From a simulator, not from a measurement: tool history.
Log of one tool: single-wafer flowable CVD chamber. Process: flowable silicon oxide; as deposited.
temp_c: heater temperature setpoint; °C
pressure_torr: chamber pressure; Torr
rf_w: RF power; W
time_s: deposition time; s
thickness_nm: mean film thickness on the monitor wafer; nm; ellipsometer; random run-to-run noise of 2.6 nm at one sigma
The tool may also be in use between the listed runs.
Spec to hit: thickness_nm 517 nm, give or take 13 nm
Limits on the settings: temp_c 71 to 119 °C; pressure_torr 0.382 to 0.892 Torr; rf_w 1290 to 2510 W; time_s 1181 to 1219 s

| run | hour | temp_c | pressure_torr | rf_w | time_s | thickness_nm |
|---|---|---|---|---|---|---|
| 1 | 0 | 95 | 0.637 | 1900 | 1181 | 592.1 |
| 2 | 2.6 | 95 | 0.637 | 1635 | 1181 | 568.55 |
| 3 | 10.8 | 96 | 0.637 | 1635 | 1181 | 552.33 |
| 4 | 15.7 | 87 | 0.637 | 1635 | 1181 | 709.52 |
| 5 | 19.9 | 82 | 0.637 | 1635 | 1181 | 812.38 |
| 6 | 24.4 | 82 | 0.637 | 1635 | 1181 | 813.01 |
| 7 | 29.7 | 94 | 0.634 | 1635 | 1181 | 576.71 |
| 8 | 34.5 | 95 | 0.634 | 1635 | 1181 | 562.42 |
| 9 | 35.9 | 96 | 0.634 | 1635 | 1181 | 544.33 |

Which of these 4 next moves meets every target?
| A | 37.3 | 98 | 0.667 | 1480 | 1181 | ? |
| B | 37.3 | 96 | 0.579 | 1560 | 1181 | ? |
| C | 37.3 | 97 | 0.645 | 1685 | 1181 | ? |
| D | 37.3 | 96 | 0.65 | 1730 | 1182 | ? |

| move | thickness_nm |
|---|---|
| A | 519.61 |
| B | 489.91 |
| C | 541.78 |
| D | 566.96 |
A: in spec on every target
B: moves the result that the last run missed by most past its target, out the other side
C: nearer than the last run, and not there yet
D: further off than the last run
Correct choice: A, which meets every target
